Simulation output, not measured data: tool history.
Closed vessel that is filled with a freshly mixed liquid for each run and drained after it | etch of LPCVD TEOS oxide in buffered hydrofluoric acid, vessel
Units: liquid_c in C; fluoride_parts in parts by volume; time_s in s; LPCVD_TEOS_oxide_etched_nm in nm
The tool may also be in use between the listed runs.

run  hour  liquid_c  fluoride_parts  time_s  LPCVD_TEOS_oxide_etched_nm
  1     0        21            17.5      95                      70.225
  2   3.4        20            17.5      95                      66.624
  3  10.9        20            17.5      95                      66.298
  4  13.1        23            17.5      95                      78.345
  5  15.7        21            17.5      95                      70.507
  6  20.8        21            17.5      95                      69.724
  7  28.2        20            17.5      95                      66.537

Run 8 comes next. What will it give?
  8    29        17              18      95                           ?

LPCVD_TEOS_oxide_etched_nm: 54.273 nm
